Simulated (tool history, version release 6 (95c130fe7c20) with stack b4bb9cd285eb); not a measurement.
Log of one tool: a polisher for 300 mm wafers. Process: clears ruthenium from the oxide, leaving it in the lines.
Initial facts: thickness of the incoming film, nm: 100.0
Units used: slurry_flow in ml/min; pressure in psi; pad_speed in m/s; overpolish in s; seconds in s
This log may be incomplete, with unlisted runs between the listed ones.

{"run": 1, "hour": 0.0, "slurry_flow": 215, "pressure": 2.2, "pad_speed": 0.86, "overpolish": 31, "seconds": 120.27}
{"run": 2, "hour": 2.7, "slurry_flow": 215, "pressure": 2.2, "pad_speed": 0.74, "overpolish": 31, "seconds": 140.5}
{"run": 3, "hour": 10.5, "slurry_flow": 215, "pressure": 2.2, "pad_speed": 0.74, "overpolish": 31, "seconds": 141.67}
{"run": 4, "hour": 16.7, "slurry_flow": 160, "pressure": 2.2, "pad_speed": 0.74, "overpolish": 31, "seconds": 140.18}
{"run": 5, "hour": 22.7, "slurry_flow": 160, "pressure": 2.4, "pad_speed": 0.74, "overpolish": 31, "seconds": 128.78}
{"run": 6, "hour": 25.8, "slurry_flow": 160, "pressure": 2.5, "pad_speed": 0.74, "overpolish": 31, "seconds": 121.88}
{"run": 7, "hour": 27.6, "slurry_flow": 160, "pressure": 2.6, "pad_speed": 0.74, "overpolish": 31, "seconds": 119.75}
{"run": 8, "hour": 28.2, "slurry_flow": 160, "pressure": 2.7, "pad_speed": 0.74, "overpolish": 31, "seconds": 118.75}
{"run": 9, "hour": 36.0, "slurry_flow": 160, "pressure": 2.8, "pad_speed": 0.76, "overpolish": 31, "seconds": 107.55}

What does the tool deliver on the next run?
{"run": 10, "hour": 44.8, "slurry_flow": 160, "pressure": 3.2, "pad_speed": 0.76, "overpolish": 31, "seconds": "?"}

seconds: 95.934 s
